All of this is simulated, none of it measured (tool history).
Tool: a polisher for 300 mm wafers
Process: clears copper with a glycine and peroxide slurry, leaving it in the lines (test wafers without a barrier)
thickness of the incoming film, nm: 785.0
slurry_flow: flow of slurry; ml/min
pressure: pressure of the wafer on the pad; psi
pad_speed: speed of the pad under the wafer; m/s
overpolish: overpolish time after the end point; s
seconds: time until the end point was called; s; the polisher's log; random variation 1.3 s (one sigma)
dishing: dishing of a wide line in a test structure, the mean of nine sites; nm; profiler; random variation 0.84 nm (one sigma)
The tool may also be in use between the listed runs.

| run | hour | slurry_flow | pressure | pad_speed | overpolish | seconds | dishing |
|---|---|---|---|---|---|---|---|
| 1 | 0 | 295 | 3 | 1.14 | 8 | 99.256 | 38.711 |
| 2 | 3.2 | 295 | 3.2 | 1.14 | 9 | 95.22 | 46.708 |
| 3 | 10.8 | 295 | 3.2 | 1.04 | 9 | 105.65 | 42.064 |
| 4 | 11.5 | 295 | 3.2 | 1.04 | 7 | 101.54 | 33.715 |
| 5 | 14.5 | 295 | 3.6 | 1.04 | 7 | 92.59 | 36.695 |
| 6 | 20.2 | 295 | 3.6 | 1.24 | 7 | 79.216 | 42.396 |
| 7 | 25.4 | 295 | 3.6 | 1.24 | 8 | 77.873 | 47.828 |
| 8 | 33.9 | 295 | 3.6 | 1.24 | 9 | 79.529 | 51.399 |

Run 9 comes next. What will it give?
| 9 | 35.2 | 295 | 3.6 | 1.24 | 10 | ? | ? |

seconds: 78.934 s
dishing: 58.053 nm
